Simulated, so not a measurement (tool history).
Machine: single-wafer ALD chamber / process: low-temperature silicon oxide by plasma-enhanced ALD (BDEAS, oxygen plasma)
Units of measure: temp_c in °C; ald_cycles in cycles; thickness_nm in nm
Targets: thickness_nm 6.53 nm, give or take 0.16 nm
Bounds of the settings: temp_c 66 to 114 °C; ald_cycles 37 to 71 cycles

Run 1, day 0: temp_c 90 °C, ald_cycles 54 cycles. Result: thickness_nm 8.1995 nm.
Run 2, day 0.346: temp_c 90 °C, ald_cycles 48 cycles. Result: thickness_nm 7.2441 nm.
Run 3, day 0.521: temp_c 85 °C, ald_cycles 48 cycles. Result: thickness_nm 7.4086 nm.
Run 4, day 0.596: temp_c 87 °C, ald_cycles 47 cycles. Result: thickness_nm 7.2179 nm.
Run 5, day 0.896: temp_c 87 °C, ald_cycles 54 cycles. Result: thickness_nm 8.3198 nm.
Run 6, day 1.254: temp_c 89 °C, ald_cycles 53 cycles. Result: thickness_nm 8.0662 nm.
Run 7, day 1.546: temp_c 91 °C, ald_cycles 52 cycles. Result: thickness_nm 7.847 nm.
Run 8, day 1.692: temp_c 103 °C, ald_cycles 43 cycles. Result: thickness_nm 6.2376 nm.
Run 9, day 2.058: temp_c 102 °C, ald_cycles 43 cycles. Result: thickness_nm 6.2437 nm.
Run 10, day 2.425: temp_c 101 °C, ald_cycles 43 cycles. Result: thickness_nm 6.2773 nm.

Which single option among these 5 for the next run brings every result within its allowed miss of target? Just one does.
Run A, day 2.792: temp_c 111 °C, ald_cycles 43 cycles. Result: thickness_nm ?.
Run B, day 2.792: temp_c 114 °C, ald_cycles 43 cycles. Result: thickness_nm ?.
Run C, day 2.792: temp_c 98 °C, ald_cycles 40 cycles. Result: thickness_nm ?.
Run D, day 2.792: temp_c 95 °C, ald_cycles 44 cycles. Result: thickness_nm ?.
Run E, day 2.792: temp_c 86 °C, ald_cycles 39 cycles. Result: thickness_nm ?.

move  thickness_nm
   A        6.1666
   B        6.1319
   C        5.8959
   D        6.5565
   E        6.0004
A: moves away from the targets compared with the last run
B: moves away from the targets compared with the last run
C: moves away from the targets compared with the last run
D: meets every target
E: moves away from the targets compared with the last run
Go with D: it meets all targets.

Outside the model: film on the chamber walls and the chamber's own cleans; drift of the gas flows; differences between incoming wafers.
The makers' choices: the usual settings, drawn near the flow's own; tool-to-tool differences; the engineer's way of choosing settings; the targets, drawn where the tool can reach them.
